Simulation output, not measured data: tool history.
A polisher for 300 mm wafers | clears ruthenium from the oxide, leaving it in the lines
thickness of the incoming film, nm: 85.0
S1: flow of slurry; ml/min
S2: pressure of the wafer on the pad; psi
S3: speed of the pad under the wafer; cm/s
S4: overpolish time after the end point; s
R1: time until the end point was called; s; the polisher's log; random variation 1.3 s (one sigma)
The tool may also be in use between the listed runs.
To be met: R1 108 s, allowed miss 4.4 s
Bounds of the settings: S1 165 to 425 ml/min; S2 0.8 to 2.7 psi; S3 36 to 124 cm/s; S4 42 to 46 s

{"run": 1, "hour": 0.0, "S1": 275, "S2": 1.7, "S3": 80, "S4": 42, "R1": 127.31}
{"run": 2, "hour": 4.9, "S1": 245, "S2": 1.7, "S3": 80, "S4": 42, "R1": 129.62}
{"run": 3, "hour": 13.5, "S1": 245, "S2": 1.7, "S3": 80, "S4": 46, "R1": 128.98}
{"run": 4, "hour": 17.9, "S1": 210, "S2": 1.7, "S3": 80, "S4": 46, "R1": 134.71}
{"run": 5, "hour": 24.8, "S1": 210, "S2": 1.7, "S3": 80, "S4": 42, "R1": 132.81}
{"run": 6, "hour": 32.4, "S1": 220, "S2": 1.8, "S3": 80, "S4": 42, "R1": 123.79}
{"run": 7, "hour": 38.8, "S1": 230, "S2": 1.8, "S3": 80, "S4": 42, "R1": 125.37}
{"run": 8, "hour": 42.5, "S1": 240, "S2": 1.9, "S3": 80, "S4": 42, "R1": 119.37}
{"run": 9, "hour": 47.1, "S1": 245, "S2": 1.9, "S3": 80, "S4": 42, "R1": 117.54}
{"run": 10, "hour": 49.7, "S1": 250, "S2": 1.9, "S3": 80, "S4": 42, "R1": 116.45}
{"run": 11, "hour": 53.4, "S1": 255, "S2": 1.9, "S3": 80, "S4": 42, "R1": 114.42}
{"run": 12, "hour": 59.6, "S1": 260, "S2": 1.9, "S3": 80, "S4": 42, "R1": 116.74}

Which of these 5 next moves meets every target?
{"run": "A", "hour": 65.8, "S1": 210, "S2": 1.7, "S3": 80, "S4": 44, "R1": "?"}
{"run": "B", "hour": 65.8, "S1": 240, "S2": 1.9, "S3": 80, "S4": 42, "R1": "?"}
{"run": "C", "hour": 65.8, "S1": 225, "S2": 1.8, "S3": 92, "S4": 42, "R1": "?"}
{"run": "D", "hour": 65.8, "S1": 260, "S2": 1.8, "S3": 84, "S4": 44, "R1": "?"}
{"run": "E", "hour": 65.8, "S1": 375, "S2": 1.9, "S3": 76, "S4": 42, "R1": "?"}

move=A R1=131.17
move=B R1=116.12
move=C R1=107.52
move=D R1=115.37
move=E R1=116.81
A: further off than the last run
B: nearer than the last run, and not there yet
C: meets every target
D: nearer than the last run, and not there yet
E: as far off as the last run
Move C is the one to make.
